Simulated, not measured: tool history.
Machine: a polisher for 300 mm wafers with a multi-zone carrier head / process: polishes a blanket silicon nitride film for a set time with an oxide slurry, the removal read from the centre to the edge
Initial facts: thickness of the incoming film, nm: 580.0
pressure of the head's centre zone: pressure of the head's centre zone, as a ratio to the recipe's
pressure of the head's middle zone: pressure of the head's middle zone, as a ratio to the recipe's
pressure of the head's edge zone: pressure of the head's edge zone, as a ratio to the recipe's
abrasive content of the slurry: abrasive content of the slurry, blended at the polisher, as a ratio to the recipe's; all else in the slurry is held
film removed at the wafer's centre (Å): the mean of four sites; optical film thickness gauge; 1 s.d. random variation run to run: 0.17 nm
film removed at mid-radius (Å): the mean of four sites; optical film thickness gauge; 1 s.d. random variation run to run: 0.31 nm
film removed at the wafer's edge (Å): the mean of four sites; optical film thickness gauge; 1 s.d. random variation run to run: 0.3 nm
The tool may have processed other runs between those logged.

run,hour,flow of slurry (ml/min),pressure of the head's centre zone,pressure of the head's middle zone,pressure of the head's edge zone,abrasive content of the slurry,polishing time (s),film removed at the wafer's centre (Å),film removed at mid-radius (Å),film removed at the wafer's edge (Å)
1,0,255,1,1,1,1,79,335.62,335.63,341.54
2,5.4,255,1,0.94,1,1,79,340.96,315.92,327.9
3,8.4,220,1,0.94,1,1,79,334.28,309.99,331.35
4,10.2,235,0.97,0.93,0.97,0.9,78,305.85,290.92,305.74
5,17.2,235,0.97,0.93,0.89,0.9,78,304.13,292.8,300.78
6,22.2,235,0.97,0.84,0.89,0.9,78,305.31,269.12,296.22

Run 7 comes next. What will it give?
7,25,250,0.96,0.86,0.88,0.8,77,?,?,?

Logged for run 7: film removed at the wafer's centre (Å) 285.3, film removed at mid-radius (Å) 263.68, film removed at the wafer's edge (Å) 277.8.
